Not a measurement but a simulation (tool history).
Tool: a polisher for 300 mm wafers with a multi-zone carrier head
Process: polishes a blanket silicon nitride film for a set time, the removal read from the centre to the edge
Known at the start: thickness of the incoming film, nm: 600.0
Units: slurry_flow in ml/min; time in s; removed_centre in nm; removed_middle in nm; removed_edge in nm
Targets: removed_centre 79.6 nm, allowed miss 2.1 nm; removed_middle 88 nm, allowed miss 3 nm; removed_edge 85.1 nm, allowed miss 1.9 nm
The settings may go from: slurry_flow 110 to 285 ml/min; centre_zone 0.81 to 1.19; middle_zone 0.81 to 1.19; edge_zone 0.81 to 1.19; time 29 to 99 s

Run 1, hour 0: slurry_flow 180 ml/min, centre_zone 1, middle_zone 1, edge_zone 1, time 64 s. Result: removed_centre 117.05 nm, removed_middle 116.75 nm, removed_edge 118.47 nm.
Run 2, hour 6.1: slurry_flow 170 ml/min, centre_zone 0.97, middle_zone 0.99, edge_zone 0.96, time 60 s. Result: removed_centre 105.24 nm, removed_middle 109.31 nm, removed_edge 107.86 nm.
Run 3, hour 12.5: slurry_flow 160 ml/min, centre_zone 0.94, middle_zone 0.97, edge_zone 0.93, time 57 s. Result: removed_centre 97.367 nm, removed_middle 102.06 nm, removed_edge 99.886 nm.
Run 4, hour 21: slurry_flow 160 ml/min, centre_zone 0.94, middle_zone 1, edge_zone 0.93, time 57 s. Result: removed_centre 94.392 nm, removed_middle 102.77 nm, removed_edge 99.578 nm.
Run 5, hour 26.8: slurry_flow 150 ml/min, centre_zone 0.92, middle_zone 0.98, edge_zone 0.91, time 56 s. Result: removed_centre 92.721 nm, removed_middle 98.4 nm, removed_edge 96.155 nm.
Run 6, hour 31.3: slurry_flow 150 ml/min, centre_zone 1, middle_zone 0.98, edge_zone 0.91, time 56 s. Result: removed_centre 97.557 nm, removed_middle 99.394 nm, removed_edge 97.146 nm.
Run 7, hour 32.8: slurry_flow 140 ml/min, centre_zone 0.96, middle_zone 0.97, edge_zone 0.89, time 55 s. Result: removed_centre 91.982 nm, removed_middle 94.478 nm, removed_edge 93.68 nm.
Run 8, hour 35: slurry_flow 120 ml/min, centre_zone 0.86, middle_zone 0.99, edge_zone 0.81, time 51 s. Result: removed_centre 75.672 nm, removed_middle 88.419 nm, removed_edge 80.014 nm.
Run 9, hour 42.9: slurry_flow 120 ml/min, centre_zone 0.86, middle_zone 0.99, edge_zone 0.81, time 51 s. Result: removed_centre 75.967 nm, removed_middle 87.859 nm, removed_edge 80.092 nm.
Run 10, hour 47.7: slurry_flow 120 ml/min, centre_zone 0.86, middle_zone 0.99, edge_zone 0.81, time 51 s. Result: removed_centre 76.266 nm, removed_middle 87.172 nm, removed_edge 80.171 nm.
Run 11, hour 48.4: slurry_flow 130 ml/min, centre_zone 0.86, middle_zone 0.98, edge_zone 0.83, time 51 s. Result: removed_centre 77.505 nm, removed_middle 86.05 nm, removed_edge 82.304 nm.

5 next moves are on the table. One of them brings every result within its allowed miss. Which?
Run A, hour 49.1: slurry_flow 115 ml/min, centre_zone 0.92, middle_zone 0.99, edge_zone 0.91, time 52 s. Result: removed_centre ?, removed_middle ?, removed_edge ?.
Run B, hour 49.1: slurry_flow 120 ml/min, centre_zone 0.81, middle_zone 1.01, edge_zone 0.89, time 52 s. Result: removed_centre ?, removed_middle ?, removed_edge ?.
Run C, hour 49.1: slurry_flow 145 ml/min, centre_zone 0.91, middle_zone 1, edge_zone 0.81, time 50 s. Result: removed_centre ?, removed_middle ?, removed_edge ?.
Run D, hour 49.1: slurry_flow 200 ml/min, centre_zone 0.89, middle_zone 0.93, edge_zone 0.81, time 48 s. Result: removed_centre ?, removed_middle ?, removed_edge ?.
Run E, hour 49.1: slurry_flow 145 ml/min, centre_zone 0.91, middle_zone 0.97, edge_zone 0.86, time 48 s. Result: removed_centre ?, removed_middle ?, removed_edge ?.

move  removed_centre  removed_middle  removed_edge
   A          80.696          87.831         86.15
   B          74.814          90.199        85.839
   C          81.238          89.268        81.399
   D          81.344          84.885        81.186
   E          77.972          83.522        80.195
A: meets every target
B: brings the result that was furthest off to its target, and leaves another outside
C: further off than the last run
D: further off than the last run
E: further off than the last run
Answer: A

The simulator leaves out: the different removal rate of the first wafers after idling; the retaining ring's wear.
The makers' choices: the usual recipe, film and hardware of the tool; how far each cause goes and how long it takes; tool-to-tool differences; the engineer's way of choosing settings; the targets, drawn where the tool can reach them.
